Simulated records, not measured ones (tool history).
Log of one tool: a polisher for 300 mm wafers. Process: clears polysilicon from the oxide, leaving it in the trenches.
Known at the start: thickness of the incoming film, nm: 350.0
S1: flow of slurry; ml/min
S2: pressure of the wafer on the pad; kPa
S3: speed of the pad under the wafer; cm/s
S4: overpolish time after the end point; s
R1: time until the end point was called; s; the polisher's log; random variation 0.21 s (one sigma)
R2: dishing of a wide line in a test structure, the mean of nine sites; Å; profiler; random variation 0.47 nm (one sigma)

run,hour,S1,S2,S3,S4,R1,R2
1,0.0,160,20.7,76,10,29.241,388.89
2,8.6,160,20.7,76,8,28.562,373.60
3,13.6,160,20.7,76,7,28.473,359.64
4,18.4,165,24.1,76,8,24.541,380.78
5,24.4,165,20.7,76,8,28.026,374.86
6,32.6,165,17.9,76,8,32.853,360.77
7,41.5,165,22.1,78,8,25.730,372.94
8,48.1,170,24.8,78,8,23.293,382.16
9,54.8,170,26.9,78,8,21.434,379.81

Forecast run 10:
10,56.7,170,28.3,78,9,?,?

{"run 10": {"R1": 19.896, "R2": 397.59}}
